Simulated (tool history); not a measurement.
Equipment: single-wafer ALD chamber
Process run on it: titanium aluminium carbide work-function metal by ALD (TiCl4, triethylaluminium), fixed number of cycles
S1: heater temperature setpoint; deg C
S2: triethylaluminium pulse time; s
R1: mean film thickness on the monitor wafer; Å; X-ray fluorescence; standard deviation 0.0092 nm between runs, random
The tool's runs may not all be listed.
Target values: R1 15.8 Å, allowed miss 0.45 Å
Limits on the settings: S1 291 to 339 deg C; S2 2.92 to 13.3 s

{"run": 1, "hour": 0.0, "S1": 315, "S2": 8.11, "R1": 20.711}
{"run": 2, "hour": 4.8, "S1": 315, "S2": 6.58, "R1": 19.746}
{"run": 3, "hour": 11.0, "S1": 308, "S2": 5.57, "R1": 18.09}
{"run": 4, "hour": 12.5, "S1": 304, "S2": 5.22, "R1": 17.384}
{"run": 5, "hour": 14.0, "S1": 301, "S2": 5.02, "R1": 17.038}
{"run": 6, "hour": 16.3, "S1": 301, "S2": 3.35, "R1": 13.875}
{"run": 7, "hour": 21.2, "S1": 301, "S2": 3.69, "R1": 14.619}
{"run": 8, "hour": 27.6, "S1": 301, "S2": 3.91, "R1": 14.938}

Which of these 5 next moves meets every target?
{"run": "A", "hour": 34.0, "S1": 308, "S2": 4.83, "R1": "?"}
{"run": "B", "hour": 34.0, "S1": 292, "S2": 4.77, "R1": "?"}
{"run": "C", "hour": 34.0, "S1": 305, "S2": 4.69, "R1": "?"}
{"run": "D", "hour": 34.0, "S1": 301, "S2": 5.12, "R1": "?"}
{"run": "E", "hour": 34.0, "S1": 309, "S2": 4.85, "R1": "?"}

move=A R1=17.258
move=B R1=15.91
move=C R1=16.816
move=D R1=17.084
move=E R1=17.366
A: takes the biggest miss from the last run beyond its target
B: every result lands within tolerance
C: takes the biggest miss from the last run beyond its target
D: takes the biggest miss from the last run beyond its target
E: takes the biggest miss from the last run beyond its target
B is the move that brings every result within its allowed miss.

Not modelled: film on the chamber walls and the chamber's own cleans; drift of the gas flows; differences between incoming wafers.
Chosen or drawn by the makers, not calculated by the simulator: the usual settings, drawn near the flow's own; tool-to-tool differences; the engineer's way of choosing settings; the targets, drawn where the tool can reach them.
